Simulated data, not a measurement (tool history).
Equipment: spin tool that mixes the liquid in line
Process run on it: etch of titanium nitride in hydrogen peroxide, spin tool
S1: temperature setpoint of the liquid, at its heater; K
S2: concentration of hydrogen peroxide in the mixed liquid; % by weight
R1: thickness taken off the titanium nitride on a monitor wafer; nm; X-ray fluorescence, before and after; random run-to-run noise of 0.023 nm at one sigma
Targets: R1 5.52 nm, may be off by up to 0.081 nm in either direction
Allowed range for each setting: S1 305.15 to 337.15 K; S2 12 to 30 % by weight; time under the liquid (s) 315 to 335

Run 1, hour 0: S1 321.15 K, S2 21.5 % by weight, time under the liquid (s) 315. Result: R1 9.9662 nm.
Run 2, hour 1.9: S1 318.65 K, S2 21.5 % by weight, time under the liquid (s) 315. Result: R1 8.2754 nm.
Run 3, hour 9: S1 318.65 K, S2 24 % by weight, time under the liquid (s) 315. Result: R1 8.4748 nm.
Run 4, hour 15.8: S1 316.65 K, S2 24 % by weight, time under the liquid (s) 315. Result: R1 7.255 nm.
Run 5, hour 24.4: S1 315.65 K, S2 24 % by weight, time under the liquid (s) 315. Result: R1 6.785 nm.
Run 6, hour 27.6: S1 315.65 K, S2 24 % by weight, time under the liquid (s) 315. Result: R1 6.7701 nm.
Run 7, hour 32: S1 314.65 K, S2 24 % by weight, time under the liquid (s) 315. Result: R1 6.2922 nm.
Run 8, hour 34.5: S1 314.15 K, S2 24 % by weight, time under the liquid (s) 315. Result: R1 6.0289 nm.
Run 9, hour 37.4: S1 313.65 K, S2 24 % by weight, time under the liquid (s) 315. Result: R1 5.7914 nm.

Exactly one of the 5 candidate moves below puts every result within its allowed miss. Which one?
Run A, hour 40.3: S1 312.15 K, S2 30 % by weight, time under the liquid (s) 335. Result: R1 ?.
Run B, hour 40.3: S1 312.65 K, S2 27.5 % by weight, time under the liquid (s) 315. Result: R1 ?.
Run C, hour 40.3: S1 312.65 K, S2 23 % by weight, time under the liquid (s) 335. Result: R1 ?.
Run D, hour 40.3: S1 313.65 K, S2 23.5 % by weight, time under the liquid (s) 315. Result: R1 ?.
Run E, hour 40.3: S1 313.15 K, S2 26.5 % by weight, time under the liquid (s) 315. Result: R1 ?.

move      R1
   A  5.7596
   B   5.524
   C  5.6499
   D  5.7687
   E  5.6966
A: nearer the targets than the last run, but a result is still out of spec
B: in spec on every target
C: nearer the targets than the last run, but a result is still out of spec
D: nearer the targets than the last run, but a result is still out of spec
E: nearer the targets than the last run, but a result is still out of spec
Answer: B

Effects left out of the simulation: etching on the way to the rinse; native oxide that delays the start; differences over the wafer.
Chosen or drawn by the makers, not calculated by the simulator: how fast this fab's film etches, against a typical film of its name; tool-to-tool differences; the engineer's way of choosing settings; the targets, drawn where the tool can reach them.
